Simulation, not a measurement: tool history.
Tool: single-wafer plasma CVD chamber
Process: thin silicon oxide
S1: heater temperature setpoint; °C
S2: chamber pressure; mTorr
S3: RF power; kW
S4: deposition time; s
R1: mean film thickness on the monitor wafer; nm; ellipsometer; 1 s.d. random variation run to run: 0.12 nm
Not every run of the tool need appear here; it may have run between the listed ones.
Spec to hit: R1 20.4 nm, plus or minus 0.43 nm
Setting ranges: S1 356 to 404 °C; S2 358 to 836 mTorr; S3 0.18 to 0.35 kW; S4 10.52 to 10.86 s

Run 1, day 0: S1 380 °C, S2 597 mTorr, S3 0.265 kW, S4 10.52 s. Result: R1 14.307 nm.
Run 2, day 0.346: S1 380 °C, S2 645 mTorr, S3 0.265 kW, S4 10.52 s. Result: R1 15.643 nm.
Run 3, day 0.567: S1 380 °C, S2 681 mTorr, S3 0.265 kW, S4 10.52 s. Result: R1 16.376 nm.
Run 4, day 0.929: S1 380 °C, S2 681 mTorr, S3 0.265 kW, S4 10.52 s. Result: R1 16.34 nm.
Run 5, day 0.967: S1 380 °C, S2 634 mTorr, S3 0.265 kW, S4 10.52 s. Result: R1 15.213 nm.
Run 6, day 1.004: S1 387 °C, S2 634 mTorr, S3 0.265 kW, S4 10.52 s. Result: R1 15.268 nm.
Run 7, day 1.104: S1 387 °C, S2 753 mTorr, S3 0.27 kW, S4 10.53 s. Result: R1 18.111 nm.
Run 8, day 1.208: S1 387 °C, S2 773 mTorr, S3 0.27 kW, S4 10.53 s. Result: R1 18.256 nm.
Run 9, day 1.254: S1 387 °C, S2 789 mTorr, S3 0.275 kW, S4 10.54 s. Result: R1 18.813 nm.
Run 10, day 1.5: S1 387 °C, S2 801 mTorr, S3 0.28 kW, S4 10.56 s. Result: R1 19.446 nm.
Run 11, day 1.542: S1 387 °C, S2 810 mTorr, S3 0.28 kW, S4 10.56 s. Result: R1 19.708 nm.
Run 12, day 1.762: S1 387 °C, S2 816 mTorr, S3 0.28 kW, S4 10.56 s. Result: R1 19.837 nm.
Run 13, day 1.925: S1 387 °C, S2 821 mTorr, S3 0.28 kW, S4 10.56 s. Result: R1 19.773 nm.

Below are 4 possible settings for the next run. Only one of them brings all results inside the allowed miss of their targets. Which is it?
Run A, day 2.088: S1 401 °C, S2 774 mTorr, S3 0.315 kW, S4 10.52 s. Result: R1 ?.
Run B, day 2.088: S1 399 °C, S2 814 mTorr, S3 0.255 kW, S4 10.58 s. Result: R1 ?.
Run C, day 2.088: S1 396 °C, S2 831 mTorr, S3 0.3 kW, S4 10.52 s. Result: R1 ?.
Run D, day 2.088: S1 391 °C, S2 836 mTorr, S3 0.255 kW, S4 10.68 s. Result: R1 ?.

move      R1
   A  19.502
   B  18.557
   C   20.39
   D  19.293
A: the biggest miss grows against the last run
B: the biggest miss grows against the last run
C: all results in spec
D: the biggest miss grows against the last run
Go with C: it meets all targets.
